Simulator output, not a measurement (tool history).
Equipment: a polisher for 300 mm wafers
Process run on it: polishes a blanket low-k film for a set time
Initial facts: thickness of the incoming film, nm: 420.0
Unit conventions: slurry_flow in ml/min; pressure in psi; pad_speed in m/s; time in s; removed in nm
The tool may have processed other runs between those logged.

run 1 hour=0.0 | slurry_flow=160 pressure=1.6 pad_speed=0.76 slurry_solids=1.0 time=108 | removed=26.378
run 2 hour=6.3 | slurry_flow=160 pressure=1.8 pad_speed=0.76 slurry_solids=1.0 time=108 | removed=29.124
run 3 hour=8.3 | slurry_flow=160 pressure=2.0 pad_speed=0.76 slurry_solids=1.0 time=108 | removed=32.454
run 4 hour=16.7 | slurry_flow=160 pressure=2.1 pad_speed=0.76 slurry_solids=1.0 time=108 | removed=33.283
run 5 hour=17.5 | slurry_flow=160 pressure=2.1 pad_speed=0.76 slurry_solids=1.2 time=108 | removed=35.971
run 6 hour=21.7 | slurry_flow=160 pressure=2.2 pad_speed=0.76 slurry_solids=1.2 time=108 | removed=38.453

What does the tool deliver on the next run?
run 7 hour=26.1 | slurry_flow=160 pressure=2.3 pad_speed=0.76 slurry_solids=1.2 time=108 | removed=?

removed: 39.439 nm

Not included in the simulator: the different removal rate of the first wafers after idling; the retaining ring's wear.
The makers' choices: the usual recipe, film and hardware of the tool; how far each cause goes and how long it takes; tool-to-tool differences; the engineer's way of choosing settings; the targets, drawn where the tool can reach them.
